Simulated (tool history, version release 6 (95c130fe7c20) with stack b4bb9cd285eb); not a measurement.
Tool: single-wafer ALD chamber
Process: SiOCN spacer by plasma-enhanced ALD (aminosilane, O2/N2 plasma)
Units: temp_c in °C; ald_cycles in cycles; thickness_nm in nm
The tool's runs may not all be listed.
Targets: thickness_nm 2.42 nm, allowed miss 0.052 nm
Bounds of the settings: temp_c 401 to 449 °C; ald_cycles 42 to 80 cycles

| run | hour | temp_c | ald_cycles | thickness_nm |
|---|---|---|---|---|
| 1 | 0 | 425 | 61 | 3.2115 |
| 2 | 8.1 | 429 | 61 | 3.1684 |
| 3 | 9.5 | 425 | 61 | 3.1847 |
| 4 | 14.9 | 426 | 57 | 2.9825 |
| 5 | 19 | 426 | 61 | 3.2003 |
| 6 | 23.4 | 429 | 57 | 2.9754 |
| 7 | 29.7 | 430 | 54 | 2.791 |
| 8 | 38.2 | 432 | 52 | 2.685 |
| 9 | 44.6 | 434 | 51 | 2.5898 |
| 10 | 50.6 | 436 | 51 | 2.6007 |
| 11 | 54.3 | 437 | 50 | 2.5386 |
| 12 | 63 | 444 | 48 | 2.3487 |
| 13 | 63.6 | 443 | 48 | 2.3825 |

Which of these 4 next moves meets every target?
| A | 64.2 | 448 | 50 | ? |
| B | 64.2 | 448 | 48 | ? |
| C | 64.2 | 431 | 45 | ? |
| D | 64.2 | 440 | 47 | ? |

| move | thickness_nm |
|---|---|
| A | 2.4279 |
| B | 2.3307 |
| C | 2.3352 |
| D | 2.356 |
A: meets every target
B: further off than the last run
C: further off than the last run
D: further off than the last run
Answer: A
